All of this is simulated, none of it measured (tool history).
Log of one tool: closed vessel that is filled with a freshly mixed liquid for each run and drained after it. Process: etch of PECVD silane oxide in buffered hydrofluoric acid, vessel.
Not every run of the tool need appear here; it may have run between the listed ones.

run	hour	temperature setpoint of the liquid (°C)	parts of 40 % ammonium fluoride to one part of 49 % hydrofluoric acid (parts by volume)	time in the liquid (s)	thickness taken off the PECVD silane oxide on a monitor wafer (angstrom)
1	0	21	20.5	95	1379
2	3.2	23	20.5	95	1532.6
3	10.1	24.5	18	95	1890.8
4	12.3	25.5	17	95	2126.1
5	14.6	26.5	16	95	2373.8
6	16.1	27	15.5	95	2473.1

Run 7 comes next. What will it give?
7	17.7	27.5	15	95	?

thickness taken off the PECVD silane oxide on a monitor wafer (angstrom): 2634.2
